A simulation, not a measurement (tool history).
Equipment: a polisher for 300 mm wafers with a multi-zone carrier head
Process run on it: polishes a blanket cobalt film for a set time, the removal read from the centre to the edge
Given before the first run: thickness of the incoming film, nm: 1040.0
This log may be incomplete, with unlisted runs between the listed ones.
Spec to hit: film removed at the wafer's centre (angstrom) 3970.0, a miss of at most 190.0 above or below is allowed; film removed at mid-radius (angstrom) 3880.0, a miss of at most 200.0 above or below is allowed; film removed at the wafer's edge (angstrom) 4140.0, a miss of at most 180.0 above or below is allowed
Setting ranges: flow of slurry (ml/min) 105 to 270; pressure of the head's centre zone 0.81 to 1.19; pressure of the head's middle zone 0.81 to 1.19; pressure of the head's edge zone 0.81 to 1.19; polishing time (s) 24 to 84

run,hour,flow of slurry (ml/min),pressure of the head's centre zone,pressure of the head's middle zone,pressure of the head's edge zone,polishing time (s),film removed at the wafer's centre (angstrom),film removed at mid-radius (angstrom),film removed at the wafer's edge (angstrom)
1,0.0,175,1.00,1.00,1.00,54,3037.7,3138.1,3235.9
2,4.3,175,1.01,1.00,1.01,55,3190.0,3102.9,3369.7
3,10.4,180,1.01,1.01,1.02,56,3305.7,3242.3,3469.1
4,12.6,185,1.01,1.02,1.03,56,3348.8,3335.3,3469.8
5,21.2,185,1.08,1.02,1.03,56,3484.8,3321.2,3514.6
6,27.3,185,1.04,1.02,1.03,56,3392.1,3418.2,3531.3
7,28.5,190,1.05,1.02,1.04,56,3498.9,3381.2,3502.1
8,30.0,190,1.05,1.02,1.05,57,3561.5,3331.7,3562.6
# hour 34.0: slurry nozzle cleaned
9,34.0,185,1.05,1.02,1.05,58,3644.9,3573.4,3703.6
10,42.7,185,1.05,1.02,1.06,58,3681.1,3567.1,3844.2
11,46.6,185,1.05,1.02,1.06,58,3723.8,3570.2,3764.1
12,55.2,185,1.05,1.02,1.07,58,3755.0,3583.8,3754.0

Pick the move, out of 5, that brings all results within their allowed miss; only one does.
A,63.8,180,1.01,0.91,1.00,58,?,?,?
B,63.8,170,1.06,0.93,1.15,59,?,?,?
C,63.8,200,1.00,0.86,1.04,62,?,?,?
D,63.8,180,1.04,1.03,1.11,62,?,?,?
E,63.8,105,1.02,0.89,1.09,67,?,?,?

move,film removed at the wafer's centre (angstrom),film removed at mid-radius (angstrom),film removed at the wafer's edge (angstrom)
A,3467.0,3240.1,3733.2
B,3664.0,3324.4,3985.7
C,3727.2,3361.5,4094.7
D,3816.3,3820.0,4148.2
E,3655.8,3364.7,4185.0
A: further off than the last run
B: corrects the largest miss of the last run, while another result sits out of spec
C: corrects the largest miss of the last run, while another result sits out of spec
D: all results in spec
E: corrects the largest miss of the last run, while another result sits out of spec
The right move is D.
